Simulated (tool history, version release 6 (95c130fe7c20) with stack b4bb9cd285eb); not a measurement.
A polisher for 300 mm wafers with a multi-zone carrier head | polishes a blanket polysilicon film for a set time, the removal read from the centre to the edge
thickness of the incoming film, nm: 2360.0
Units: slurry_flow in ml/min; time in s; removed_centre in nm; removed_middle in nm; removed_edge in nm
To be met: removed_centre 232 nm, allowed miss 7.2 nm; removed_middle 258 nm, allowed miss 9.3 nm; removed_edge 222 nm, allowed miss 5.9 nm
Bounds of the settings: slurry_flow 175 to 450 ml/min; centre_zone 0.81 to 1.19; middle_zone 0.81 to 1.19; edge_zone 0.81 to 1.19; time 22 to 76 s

run,hour,slurry_flow,centre_zone,middle_zone,edge_zone,time,removed_centre,removed_middle,removed_edge
1,0,290,1,1,1,49,347.31,370.37,371.41
2,2.8,290,1,1.01,0.98,47,329.58,359.97,358.12
3,10.1,290,1,1.01,0.89,47,333.35,355.26,337.88
4,19.1,290,1,0.95,0.89,47,333.54,332.9,341.13
5,26,220,1,0.95,0.89,47,323.27,336.38,338.63
6,29.7,225,1,0.96,0.88,45,316.96,317.5,322.08
7,36.8,210,0.93,1.06,0.81,31,199.71,240.11,213.58
8,38,220,0.94,1.06,0.81,31,200.79,236.44,215.02
# hour 40.8: edge zone pressure recalibrated
9,40.8,225,0.95,1.07,0.81,31,204.87,239.35,205.62
10,47,230,0.95,1.07,0.82,31,204.08,244.06,204.7
11,52.6,230,0.95,1.07,0.82,31,206.94,242.8,209.15
12,53.2,235,0.95,1.07,0.83,31,205.3,243.17,207.8
13,55.7,235,0.96,1.07,0.84,31,206.81,243.16,209.72
14,59.1,240,0.97,1.07,0.85,31,212.63,243.14,210.2

4 next moves are on the table. One of them brings every result within its allowed miss. Which?
A,62.5,280,0.89,1.1,0.82,35,?,?,?
B,62.5,360,0.97,1.03,0.81,33,?,?,?
C,62.5,240,1.06,1.14,0.87,31,?,?,?
D,62.5,275,1,1.18,0.87,30,?,?,?

move,removed_centre,removed_middle,removed_edge
A,219.63,284.18,234.17
B,229.59,257.14,222.5
C,229.57,256.76,210.75
D,211.58,258.29,205.19
A: as far off as the last run
B: meets every target
C: brings the result that was furthest off to its target, and leaves another outside
D: further off than the last run
The right move is B.
